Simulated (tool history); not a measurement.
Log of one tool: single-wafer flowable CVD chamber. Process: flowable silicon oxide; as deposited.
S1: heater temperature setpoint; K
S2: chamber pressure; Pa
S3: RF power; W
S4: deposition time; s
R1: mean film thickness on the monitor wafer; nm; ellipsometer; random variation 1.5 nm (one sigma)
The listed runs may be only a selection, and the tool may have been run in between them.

run	hour	S1	S2	S3	S4	R1
1	0	368.15	132.7	1540	347	308.92
2	4.9	368.15	132.7	1675	347	315.92
3	13	366.15	132.8	1675	347	342.54
4	13.6	366.15	132.8	1525	347	332.72
5	16.7	364.15	132.9	1525	347	361.25
6	21.3	363.15	132.9	1525	347	372.85
7	28.6	362.15	132.9	1525	347	384.17
8	36.6	353.15	133.3	1525	347	522.99

Run 9 is up next; what results do you expect?
9	37.4	354.15	133.3	1525	347	?

R1: 505.35 nm

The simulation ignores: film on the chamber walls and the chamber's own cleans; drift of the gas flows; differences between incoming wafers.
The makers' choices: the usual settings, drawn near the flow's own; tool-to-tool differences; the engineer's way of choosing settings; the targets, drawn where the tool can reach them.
